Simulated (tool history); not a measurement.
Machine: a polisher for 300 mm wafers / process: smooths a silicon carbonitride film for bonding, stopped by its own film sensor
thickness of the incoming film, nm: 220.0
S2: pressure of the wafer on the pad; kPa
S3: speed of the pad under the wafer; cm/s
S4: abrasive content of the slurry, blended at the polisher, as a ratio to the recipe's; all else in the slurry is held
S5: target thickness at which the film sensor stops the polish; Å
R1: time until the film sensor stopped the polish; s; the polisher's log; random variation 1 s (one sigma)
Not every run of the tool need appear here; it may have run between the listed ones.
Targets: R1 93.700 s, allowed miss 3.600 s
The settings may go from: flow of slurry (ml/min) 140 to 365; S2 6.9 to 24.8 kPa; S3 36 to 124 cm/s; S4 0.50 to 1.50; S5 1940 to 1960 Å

Run 1, hour 0.0: flow of slurry (ml/min) 235, S2 15.9 kPa, S3 80 cm/s, S4 1.00, S5 1940 Å. Result: R1 118.600 s.
Run 2, hour 1.7: flow of slurry (ml/min) 235, S2 16.5 kPa, S3 80 cm/s, S4 1.00, S5 1940 Å. Result: R1 120.670 s.
Run 3, hour 4.9: flow of slurry (ml/min) 235, S2 17.9 kPa, S3 80 cm/s, S4 1.00, S5 1940 Å. Result: R1 111.930 s.
Run 4, hour 11.3: flow of slurry (ml/min) 235, S2 17.9 kPa, S3 80 cm/s, S4 0.85, S5 1940 Å. Result: R1 118.930 s.
Run 5, hour 14.5: flow of slurry (ml/min) 235, S2 19.3 kPa, S3 80 cm/s, S4 0.85, S5 1940 Å. Result: R1 113.000 s.
Run 6, hour 22.9: flow of slurry (ml/min) 235, S2 19.3 kPa, S3 80 cm/s, S4 1.05, S5 1940 Å. Result: R1 105.190 s.
Run 7, hour 26.9: flow of slurry (ml/min) 235, S2 19.3 kPa, S3 80 cm/s, S4 1.05, S5 1940 Å. Result: R1 103.510 s.
Run 8, hour 35.5: flow of slurry (ml/min) 235, S2 20.0 kPa, S3 80 cm/s, S4 1.05, S5 1940 Å. Result: R1 100.460 s.
Run 9, hour 39.6: flow of slurry (ml/min) 235, S2 21.4 kPa, S3 80 cm/s, S4 1.05, S5 1940 Å. Result: R1 97.672 s.

Next run, 4 choices. One meets every target within its allowed miss, the rest don't. Which?
Run A, hour 43.7: flow of slurry (ml/min) 225, S2 22.8 kPa, S3 78 cm/s, S4 1.10, S5 1960 Å. Result: R1 ?.
Run B, hour 43.7: flow of slurry (ml/min) 260, S2 24.1 kPa, S3 82 cm/s, S4 1.10, S5 1940 Å. Result: R1 ?.
Run C, hour 43.7: flow of slurry (ml/min) 170, S2 24.1 kPa, S3 84 cm/s, S4 1.00, S5 1960 Å. Result: R1 ?.
Run D, hour 43.7: flow of slurry (ml/min) 270, S2 17.9 kPa, S3 88 cm/s, S4 1.10, S5 1950 Å. Result: R1 ?.

move      R1
   A  87.770
   B  86.146
   C  85.590
   D  95.344
A: the result that was furthest off in the last run now lies on the other side of its target
B: the result that was furthest off in the last run now lies on the other side of its target
C: the result that was furthest off in the last run now lies on the other side of its target
D: every result lands within tolerance
D is the move that brings every result within its allowed miss.

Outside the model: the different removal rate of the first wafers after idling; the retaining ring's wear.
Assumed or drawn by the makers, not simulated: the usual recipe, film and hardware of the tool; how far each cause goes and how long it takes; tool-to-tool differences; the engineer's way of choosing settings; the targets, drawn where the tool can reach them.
